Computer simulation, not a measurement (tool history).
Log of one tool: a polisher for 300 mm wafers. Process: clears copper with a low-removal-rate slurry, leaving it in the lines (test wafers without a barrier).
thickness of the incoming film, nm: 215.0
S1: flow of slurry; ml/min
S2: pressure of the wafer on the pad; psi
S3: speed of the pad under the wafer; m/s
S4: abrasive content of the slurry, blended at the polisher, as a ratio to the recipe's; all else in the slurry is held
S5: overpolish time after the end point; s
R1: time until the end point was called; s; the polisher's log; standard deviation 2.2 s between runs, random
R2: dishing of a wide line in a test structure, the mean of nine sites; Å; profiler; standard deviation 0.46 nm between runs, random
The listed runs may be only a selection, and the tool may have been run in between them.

| run | day | S1 | S2 | S3 | S4 | S5 | R1 | R2 |
|---|---|---|---|---|---|---|---|---|
| 1 | 0.000 | 195 | 2.0 | 1.12 | 1.00 | 18 | 103.05 | 230.39 |
| 2 | 0.062 | 195 | 2.0 | 1.12 | 0.80 | 18 | 107.76 | 214.65 |
| 3 | 0.171 | 195 | 2.0 | 1.12 | 0.65 | 18 | 114.87 | 204.41 |
| 4 | 0.246 | 195 | 2.0 | 1.12 | 0.50 | 18 | 126.12 | 198.36 |
| 5 | 0.338 | 195 | 1.9 | 1.12 | 0.50 | 19 | 131.60 | 200.46 |
| 6 | 0.504 | 195 | 1.8 | 1.12 | 0.50 | 20 | 136.78 | 199.93 |
| 7 | 0.804 | 195 | 1.7 | 1.12 | 0.50 | 21 | 138.21 | 199.52 |

Estimate the outcome of run 8 from the log above:
| 8 | 0.854 | 195 | 1.6 | 1.12 | 0.50 | 22 | ? | ? |

Run 8 measured R1 147.25 s, R2 204.17 Å.
